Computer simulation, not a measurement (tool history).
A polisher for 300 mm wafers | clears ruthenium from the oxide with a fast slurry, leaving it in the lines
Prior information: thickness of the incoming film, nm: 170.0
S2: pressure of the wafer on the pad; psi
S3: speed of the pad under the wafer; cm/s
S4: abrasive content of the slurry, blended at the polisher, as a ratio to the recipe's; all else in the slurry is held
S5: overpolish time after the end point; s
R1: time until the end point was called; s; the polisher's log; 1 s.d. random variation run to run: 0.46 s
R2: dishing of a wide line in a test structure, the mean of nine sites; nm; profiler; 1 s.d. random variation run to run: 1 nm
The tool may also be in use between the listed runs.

Run 1, hour 0: flow of slurry (ml/min) 200, S2 1.7 psi, S3 88 cm/s, S4 1, S5 23 s. Result: R1 76.561 s, R2 37.796 nm.
Run 2, hour 0.6: flow of slurry (ml/min) 250, S2 1.7 psi, S3 88 cm/s, S4 1, S5 23 s. Result: R1 75.654 s, R2 38.212 nm.
Run 3, hour 5.9: flow of slurry (ml/min) 250, S2 1.7 psi, S3 80 cm/s, S4 1, S5 23 s. Result: R1 81.791 s, R2 35.592 nm.
Run 4, hour 10: flow of slurry (ml/min) 250, S2 1.7 psi, S3 80 cm/s, S4 1, S5 27 s. Result: R1 82.357 s, R2 39.487 nm.
Run 5, hour 14.3: flow of slurry (ml/min) 250, S2 1.7 psi, S3 80 cm/s, S4 1.1, S5 27 s. Result: R1 78.119 s, R2 40.252 nm.
Run 6, hour 22.8: flow of slurry (ml/min) 250, S2 1.9 psi, S3 80 cm/s, S4 1.1, S5 29 s. Result: R1 72.263 s, R2 47.305 nm.
Run 7, hour 28.8: flow of slurry (ml/min) 250, S2 2 psi, S3 80 cm/s, S4 1.1, S5 29 s. Result: R1 68.198 s, R2 49.014 nm.
Run 8, hour 33.6: flow of slurry (ml/min) 250, S2 2.1 psi, S3 80 cm/s, S4 1.1, S5 30 s. Result: R1 67.325 s, R2 50.926 nm.

Predict the results of run 9:
Run 9, hour 39.5: flow of slurry (ml/min) 250, S2 2.2 psi, S3 80 cm/s, S4 1.1, S5 31 s. Result: R1 ?, R2 ?.

R1: 62.66 s
R2: 53.97 nm
